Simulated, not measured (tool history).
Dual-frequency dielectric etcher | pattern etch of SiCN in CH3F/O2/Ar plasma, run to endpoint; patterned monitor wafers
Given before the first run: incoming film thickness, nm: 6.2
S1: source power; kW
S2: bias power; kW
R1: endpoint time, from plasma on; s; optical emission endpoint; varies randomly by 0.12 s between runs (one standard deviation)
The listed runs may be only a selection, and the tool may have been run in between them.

Run 1, hour 0: S1 0.55 kW, S2 0.081 kW. Result: R1 13.827 s.
Run 2, hour 4: S1 0.55 kW, S2 0.091 kW. Result: R1 13.408 s.
Run 3, hour 9: S1 0.47 kW, S2 0.091 kW. Result: R1 14.082 s.
Run 4, hour 17: S1 0.47 kW, S2 0.08 kW. Result: R1 14.94 s.
Run 5, hour 21.1: S1 0.47 kW, S2 0.089 kW. Result: R1 14.42 s.
Run 6, hour 25.4: S1 0.47 kW, S2 0.075 kW. Result: R1 15.19 s.
Run 7, hour 29.9: S1 0.47 kW, S2 0.075 kW. Result: R1 14.912 s.
Run 8, hour 30.5: S1 0.42 kW, S2 0.068 kW. Result: R1 16.446 s.

Run 9, settings as shown, results not yet in. Your forecast:
Run 9, hour 31.5: S1 0.4 kW, S2 0.067 kW. Result: R1 ?.

{"run 9": {"R1": 16.863}}
